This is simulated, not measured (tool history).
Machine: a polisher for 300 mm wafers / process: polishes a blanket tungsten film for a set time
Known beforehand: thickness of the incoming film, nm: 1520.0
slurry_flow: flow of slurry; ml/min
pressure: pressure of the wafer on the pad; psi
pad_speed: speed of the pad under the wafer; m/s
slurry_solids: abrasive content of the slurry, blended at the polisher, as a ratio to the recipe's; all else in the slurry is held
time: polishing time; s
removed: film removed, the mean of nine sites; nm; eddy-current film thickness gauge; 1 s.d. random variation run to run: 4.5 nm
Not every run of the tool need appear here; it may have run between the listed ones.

{"run": 1, "hour": 0.0, "slurry_flow": 230, "pressure": 4.8, "pad_speed": 0.94, "slurry_solids": 1.0, "time": 77, "removed": 353.3}
{"run": 2, "hour": 3.9, "slurry_flow": 230, "pressure": 4.8, "pad_speed": 0.72, "slurry_solids": 1.0, "time": 77, "removed": 269.25}
{"run": 3, "hour": 9.3, "slurry_flow": 230, "pressure": 4.8, "pad_speed": 0.72, "slurry_solids": 1.2, "time": 77, "removed": 281.11}
{"run": 4, "hour": 10.0, "slurry_flow": 230, "pressure": 4.8, "pad_speed": 0.9, "slurry_solids": 1.2, "time": 77, "removed": 346.0}
{"run": 5, "hour": 14.6, "slurry_flow": 230, "pressure": 3.8, "pad_speed": 0.9, "slurry_solids": 1.2, "time": 77, "removed": 273.97}
{"run": 6, "hour": 23.5, "slurry_flow": 230, "pressure": 3.8, "pad_speed": 1.1, "slurry_solids": 1.2, "time": 77, "removed": 333.98}
{"hour": 31.5, "done": "slurry nozzle cleaned"}
{"run": 7, "hour": 31.5, "slurry_flow": 235, "pressure": 4.3, "pad_speed": 1.1, "slurry_solids": 1.2, "time": 77, "removed": 394.31}

Run 8, settings as shown, results not yet in. Your forecast:
{"run": 8, "hour": 33.5, "slurry_flow": 255, "pressure": 4.6, "pad_speed": 1.1, "slurry_solids": 1.2, "time": 77, "removed": "?"}

Run 8 gave removed 429.20 nm.
